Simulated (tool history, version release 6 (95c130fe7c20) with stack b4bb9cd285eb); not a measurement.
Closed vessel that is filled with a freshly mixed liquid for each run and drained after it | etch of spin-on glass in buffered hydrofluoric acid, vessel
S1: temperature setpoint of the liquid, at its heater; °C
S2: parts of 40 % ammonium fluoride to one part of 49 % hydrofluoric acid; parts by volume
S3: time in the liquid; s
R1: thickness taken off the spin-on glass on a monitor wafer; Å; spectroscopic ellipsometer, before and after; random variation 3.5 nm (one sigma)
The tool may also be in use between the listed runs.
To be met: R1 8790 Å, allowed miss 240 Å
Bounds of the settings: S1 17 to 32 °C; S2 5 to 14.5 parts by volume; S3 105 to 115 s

run,hour,S1,S2,S3,R1
1,0,24,9,105,4577.1
2,1.1,24,10.5,105,3965.6
3,6.8,26.5,9.5,105,4993.9
4,15.6,28,8.5,105,5899
5,21.5,29,8,105,6519.6
6,25.7,29,8,115,7106.7
7,34.5,30,7.5,115,8079.6
8,43.7,30.5,7.5,115,8301.8
9,50.7,31,7.5,115,8546.1

5 next moves are on the table. One of them brings every result within its allowed miss. Which?
A,57.7,30,7,115,?
B,57.7,32,7,115,?
C,57.7,32,8,115,?
D,57.7,29.5,6.5,115,?
E,57.7,30,7.5,115,?

move,R1
A,8673.7
B,9625
C,8330.7
D,9152.1
E,8050.4
A: meets every target
B: takes the result that was furthest off past its target
C: further off than the last run
D: takes the result that was furthest off past its target
E: further off than the last run
Move A is the one to make.

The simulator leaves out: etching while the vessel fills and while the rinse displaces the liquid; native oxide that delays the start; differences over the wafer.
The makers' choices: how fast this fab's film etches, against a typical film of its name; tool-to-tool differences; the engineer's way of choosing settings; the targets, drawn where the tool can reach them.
